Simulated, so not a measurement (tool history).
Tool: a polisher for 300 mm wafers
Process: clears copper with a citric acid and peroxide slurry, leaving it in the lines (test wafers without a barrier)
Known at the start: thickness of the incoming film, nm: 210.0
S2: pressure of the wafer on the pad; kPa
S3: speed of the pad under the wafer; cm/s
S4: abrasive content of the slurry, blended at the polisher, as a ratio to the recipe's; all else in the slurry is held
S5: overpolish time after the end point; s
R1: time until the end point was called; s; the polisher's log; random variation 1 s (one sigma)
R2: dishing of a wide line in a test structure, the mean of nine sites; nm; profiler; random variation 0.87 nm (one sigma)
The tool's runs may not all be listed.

{"run": 1, "hour": 0.0, "flow of slurry (ml/min)": 195, "S2": 22.8, "S3": 114, "S4": 1.0, "S5": 21, "R1": 77.243, "R2": 31.843}
{"run": 2, "hour": 5.5, "flow of slurry (ml/min)": 195, "S2": 22.1, "S3": 114, "S4": 1.0, "S5": 23, "R1": 81.01, "R2": 34.358}
{"run": 3, "hour": 7.2, "flow of slurry (ml/min)": 195, "S2": 16.5, "S3": 114, "S4": 1.0, "S5": 23, "R1": 105.73, "R2": 28.227}
{"run": 4, "hour": 9.2, "flow of slurry (ml/min)": 195, "S2": 16.5, "S3": 114, "S4": 1.15, "S5": 23, "R1": 99.493, "R2": 28.601}
{"run": 5, "hour": 17.4, "flow of slurry (ml/min)": 195, "S2": 17.2, "S3": 114, "S4": 1.15, "S5": 24, "R1": 97.472, "R2": 30.122}
{"run": 6, "hour": 20.2, "flow of slurry (ml/min)": 195, "S2": 17.9, "S3": 114, "S4": 1.15, "S5": 25, "R1": 93.494, "R2": 32.077}
{"run": 7, "hour": 25.6, "flow of slurry (ml/min)": 195, "S2": 17.9, "S3": 114, "S4": 1.15, "S5": 26, "R1": 91.968, "R2": 33.42}

Forecast run 8:
{"run": 8, "hour": 31.7, "flow of slurry (ml/min)": 195, "S2": 17.9, "S3": 114, "S4": 1.15, "S5": 27, "R1": "?", "R2": "?"}

Run 8 gave R1 92.984 s, R2 34.144 nm.
